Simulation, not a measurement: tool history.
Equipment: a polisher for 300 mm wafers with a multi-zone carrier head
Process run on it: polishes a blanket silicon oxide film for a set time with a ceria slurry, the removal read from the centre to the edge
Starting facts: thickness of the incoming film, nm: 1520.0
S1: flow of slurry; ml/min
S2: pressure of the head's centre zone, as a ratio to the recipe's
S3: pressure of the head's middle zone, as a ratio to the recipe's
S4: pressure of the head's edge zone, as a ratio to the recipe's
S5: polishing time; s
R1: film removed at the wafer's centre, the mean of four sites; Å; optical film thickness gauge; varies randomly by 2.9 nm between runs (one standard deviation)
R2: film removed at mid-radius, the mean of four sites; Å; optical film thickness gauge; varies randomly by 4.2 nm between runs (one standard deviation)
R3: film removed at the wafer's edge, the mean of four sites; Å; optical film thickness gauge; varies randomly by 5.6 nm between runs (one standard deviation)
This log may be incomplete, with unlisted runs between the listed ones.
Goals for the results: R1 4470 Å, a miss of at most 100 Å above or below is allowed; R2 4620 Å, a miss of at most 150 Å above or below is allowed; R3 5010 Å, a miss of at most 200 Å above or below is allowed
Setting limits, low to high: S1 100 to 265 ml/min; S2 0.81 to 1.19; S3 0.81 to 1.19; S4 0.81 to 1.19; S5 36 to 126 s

run,hour,S1,S2,S3,S4,S5,R1,R2,R3
1,0,170,1,1,1,81,3446.6,3757.5,3825.3
2,1.7,170,1,1.03,1,81,3454,3842.9,3798.2
3,3.2,170,1,1.09,1,81,3435.3,4102.9,3856.1
4,11.6,180,1.02,1.07,1.06,85,3757.8,4236.9,4145.6
5,14,180,1.02,1,1.06,85,3784.8,4032.3,4139.9
6,15.8,190,1.02,0.99,1.1,88,3902.1,4160.1,4439.6
7,22.6,205,1.04,1,1.13,89,4027.8,4302.1,4628.2
# hour 25.5: centre zone pressure recalibrated
8,25.5,245,1.12,1.02,1.18,91,4972.5,4539,4884.3
9,26.5,195,1.07,1.03,1.18,96,4777.7,4699.5,5074.1
10,34.7,195,1.07,1.03,1.18,96,4799.1,4753.7,5010.9
11,37.4,190,1.06,1.02,1.17,96,4707.4,4517.7,5064.7
12,39.4,190,1.05,1.02,1.16,96,4716.9,4571.6,4987.7

Of the 5 settings listed for the next run, only one would bring every result within its allowed miss of target. Which one?
A,41.4,200,1.04,1.03,1.19,95,?,?,?
B,41.4,195,1,1.01,1.15,96,?,?,?
C,41.4,200,1.05,1.1,1.14,90,?,?,?
D,41.4,225,1.1,1.19,1.02,90,?,?,?
E,41.4,220,1.02,1.18,1.05,92,?,?,?

move,R1,R2,R3
A,4607.1,4660.7,4921
B,4462.6,4625.2,4872.3
C,4407.1,4639,4555.3
D,4698.6,5008,4357.1
E,4449,5072.7,4508.2
A: an improvement on the last run, though not all results are within tolerance
B: every result lands within tolerance
C: gets the furthest-off result to its target, but another result is out of tolerance
D: its largest miss is bigger than the last run's
E: gets the furthest-off result to its target, but another result is out of tolerance
Move B is the one to make.
